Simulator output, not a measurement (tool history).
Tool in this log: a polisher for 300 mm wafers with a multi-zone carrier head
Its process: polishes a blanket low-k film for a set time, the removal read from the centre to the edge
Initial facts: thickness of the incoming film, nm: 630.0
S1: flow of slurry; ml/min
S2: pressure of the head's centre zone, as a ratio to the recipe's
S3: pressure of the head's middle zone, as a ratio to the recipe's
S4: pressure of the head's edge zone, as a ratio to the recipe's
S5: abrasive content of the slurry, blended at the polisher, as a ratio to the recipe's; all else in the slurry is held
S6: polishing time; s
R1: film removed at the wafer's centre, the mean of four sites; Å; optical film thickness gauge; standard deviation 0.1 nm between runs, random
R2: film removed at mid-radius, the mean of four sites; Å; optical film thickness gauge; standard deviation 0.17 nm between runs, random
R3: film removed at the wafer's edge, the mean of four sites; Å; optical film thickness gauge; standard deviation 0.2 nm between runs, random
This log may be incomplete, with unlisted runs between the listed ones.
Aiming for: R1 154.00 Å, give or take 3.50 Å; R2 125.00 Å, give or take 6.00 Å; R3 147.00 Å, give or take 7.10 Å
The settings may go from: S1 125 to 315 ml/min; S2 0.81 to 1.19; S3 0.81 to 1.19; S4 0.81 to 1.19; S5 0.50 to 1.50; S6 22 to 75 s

run 1 day=0.000 | S1=205 S2=1.00 S3=1.00 S4=1.00 S5=1.00 S6=48 | R1=152.59 R2=153.26 R3=154.94
run 2 day=0.071 | S1=205 S2=1.00 S3=1.00 S4=1.00 S5=1.00 S6=55 | R1=175.91 R2=173.25 R3=176.78
run 3 day=0.321 | S1=205 S2=1.00 S3=1.00 S4=1.03 S5=1.00 S6=55 | R1=175.61 R2=181.93 R3=177.63
run 4 day=0.350 | S1=205 S2=1.00 S3=1.00 S4=1.03 S5=0.85 S6=55 | R1=164.90 R2=166.53 R3=170.65
run 5 day=0.612 | S1=205 S2=1.06 S3=1.00 S4=1.03 S5=0.85 S6=55 | R1=173.62 R2=167.04 R3=169.04
run 6 day=0.896 | S1=200 S2=1.05 S3=0.98 S4=1.00 S5=0.85 S6=55 | R1=171.95 R2=163.07 R3=166.06
run 7 day=1.175 | S1=195 S2=1.05 S3=0.95 S4=0.98 S5=0.80 S6=55 | R1=167.38 R2=155.53 R3=158.99
run 8 day=1.329 | S1=195 S2=1.06 S3=0.93 S4=0.99 S5=0.75 S6=55 | R1=162.15 R2=144.91 R3=157.70
run 9 day=1.475 | S1=190 S2=1.06 S3=0.91 S4=0.98 S5=0.75 S6=55 | R1=163.88 R2=146.75 R3=154.34

4 next moves are on the table. One of them brings every result within its allowed miss. Which?
run A day=1.621 | S1=230 S2=0.97 S3=0.81 S4=1.19 S5=0.50 S6=59 | R1=? R2=? R3=?
run B day=1.621 | S1=220 S2=1.16 S3=0.85 S4=1.07 S5=0.50 S6=51 | R1=? R2=? R3=?
run C day=1.621 | S1=230 S2=1.12 S3=0.81 S4=1.03 S5=0.60 S6=48 | R1=? R2=? R3=?
run D day=1.621 | S1=255 S2=1.08 S3=0.83 S4=1.05 S5=0.90 S6=45 | R1=? R2=? R3=?

move=A R1=142.70 R2=127.09 R3=162.11
move=B R1=144.48 R2=113.49 R3=132.03
move=C R1=141.71 R2=110.52 R3=131.08
move=D R1=151.29 R2=124.29 R3=145.35
A: gets the furthest-off result to its target, but another result is out of tolerance
B: moves the result that the last run missed by most past its target, out the other side
C: moves the result that the last run missed by most past its target, out the other side
D: meets every target
Answer: D
